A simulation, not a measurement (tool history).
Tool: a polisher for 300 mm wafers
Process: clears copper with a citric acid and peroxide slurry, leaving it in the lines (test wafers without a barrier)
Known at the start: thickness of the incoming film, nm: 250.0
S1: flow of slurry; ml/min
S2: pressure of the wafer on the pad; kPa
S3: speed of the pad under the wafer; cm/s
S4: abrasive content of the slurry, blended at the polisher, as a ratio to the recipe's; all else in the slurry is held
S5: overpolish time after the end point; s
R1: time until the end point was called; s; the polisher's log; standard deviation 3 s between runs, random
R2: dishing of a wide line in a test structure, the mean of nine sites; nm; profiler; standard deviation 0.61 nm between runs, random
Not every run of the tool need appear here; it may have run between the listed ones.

Run 1, hour 0.0: S1 140 ml/min, S2 15.2 kPa, S3 140 cm/s, S4 1.00, S5 27 s. Result: R1 112.13 s, R2 36.144 nm.
Run 2, hour 1.1: S1 140 ml/min, S2 15.2 kPa, S3 140 cm/s, S4 0.90, S5 27 s. Result: R1 119.45 s, R2 34.634 nm.
Run 3, hour 7.4: S1 170 ml/min, S2 15.2 kPa, S3 140 cm/s, S4 0.90, S5 27 s. Result: R1 115.54 s, R2 36.830 nm.
Run 4, hour 9.0: S1 170 ml/min, S2 15.2 kPa, S3 140 cm/s, S4 1.00, S5 27 s. Result: R1 113.06 s, R2 36.024 nm.
Run 5, hour 13.6: S1 205 ml/min, S2 15.2 kPa, S3 140 cm/s, S4 1.00, S5 27 s. Result: R1 109.04 s, R2 36.760 nm.
Run 6, hour 20.5: S1 205 ml/min, S2 14.5 kPa, S3 140 cm/s, S4 0.95, S5 29 s. Result: R1 115.95 s, R2 37.176 nm.
Run 7, hour 23.8: S1 205 ml/min, S2 13.8 kPa, S3 140 cm/s, S4 0.95, S5 31 s. Result: R1 118.65 s, R2 38.349 nm.
Run 8, hour 28.3: S1 205 ml/min, S2 13.1 kPa, S3 138 cm/s, S4 0.95, S5 33 s. Result: R1 127.33 s, R2 37.698 nm.
Run 9, hour 36.9: S1 205 ml/min, S2 12.4 kPa, S3 138 cm/s, S4 0.95, S5 34 s. Result: R1 131.42 s, R2 38.312 nm.
Run 10, hour 44.5: S1 205 ml/min, S2 11.7 kPa, S3 138 cm/s, S4 0.95, S5 35 s. Result: R1 139.84 s, R2 37.191 nm.

Run 11 comes next. What will it give?
Run 11, hour 50.8: S1 205 ml/min, S2 11.0 kPa, S3 138 cm/s, S4 0.95, S5 36 s. Result: R1 ?, R2 ?.

{"run 11": {"R1": 146.99, "R2": 36.572}}
